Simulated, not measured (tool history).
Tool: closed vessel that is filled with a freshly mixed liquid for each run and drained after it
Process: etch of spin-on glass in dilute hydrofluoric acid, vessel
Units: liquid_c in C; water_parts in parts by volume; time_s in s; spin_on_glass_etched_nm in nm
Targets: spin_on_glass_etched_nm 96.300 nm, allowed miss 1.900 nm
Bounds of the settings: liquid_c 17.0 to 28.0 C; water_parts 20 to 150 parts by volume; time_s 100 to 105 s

{"run": 1, "hour": 0.0, "liquid_c": 20.0, "water_parts": 85, "time_s": 100, "spin_on_glass_etched_nm": 49.087}
{"run": 2, "hour": 6.8, "liquid_c": 21.5, "water_parts": 80, "time_s": 100, "spin_on_glass_etched_nm": 55.334}
{"run": 3, "hour": 9.0, "liquid_c": 24.0, "water_parts": 80, "time_s": 100, "spin_on_glass_etched_nm": 61.604}
{"run": 4, "hour": 13.0, "liquid_c": 25.0, "water_parts": 75, "time_s": 100, "spin_on_glass_etched_nm": 68.857}
{"run": 5, "hour": 13.8, "liquid_c": 25.0, "water_parts": 50, "time_s": 100, "spin_on_glass_etched_nm": 106.66}
{"run": 6, "hour": 19.7, "liquid_c": 24.5, "water_parts": 50, "time_s": 100, "spin_on_glass_etched_nm": 104.57}
{"run": 7, "hour": 26.1, "liquid_c": 24.5, "water_parts": 50, "time_s": 100, "spin_on_glass_etched_nm": 105.14}
{"run": 8, "hour": 29.8, "liquid_c": 24.0, "water_parts": 50, "time_s": 100, "spin_on_glass_etched_nm": 102.94}
{"run": 9, "hour": 33.6, "liquid_c": 23.5, "water_parts": 50, "time_s": 100, "spin_on_glass_etched_nm": 101.02}

5 next moves are on the table. One of them brings every result within its allowed miss. Which?
{"run": "A", "hour": 37.4, "liquid_c": 22.0, "water_parts": 45, "time_s": 100, "spin_on_glass_etched_nm": "?"}
{"run": "B", "hour": 37.4, "liquid_c": 22.5, "water_parts": 45, "time_s": 100, "spin_on_glass_etched_nm": "?"}
{"run": "C", "hour": 37.4, "liquid_c": 26.5, "water_parts": 55, "time_s": 105, "spin_on_glass_etched_nm": "?"}
{"run": "D", "hour": 37.4, "liquid_c": 25.0, "water_parts": 55, "time_s": 100, "spin_on_glass_etched_nm": "?"}
{"run": "E", "hour": 37.4, "liquid_c": 26.0, "water_parts": 55, "time_s": 100, "spin_on_glass_etched_nm": "?"}

move=A spin_on_glass_etched_nm=106.250
move=B spin_on_glass_etched_nm=108.490
move=C spin_on_glass_etched_nm=108.350
move=D spin_on_glass_etched_nm=97.119
move=E spin_on_glass_etched_nm=101.130
A: further off than the last run
B: further off than the last run
C: further off than the last run
D: meets every target
E: as far off as the last run
Answer: D
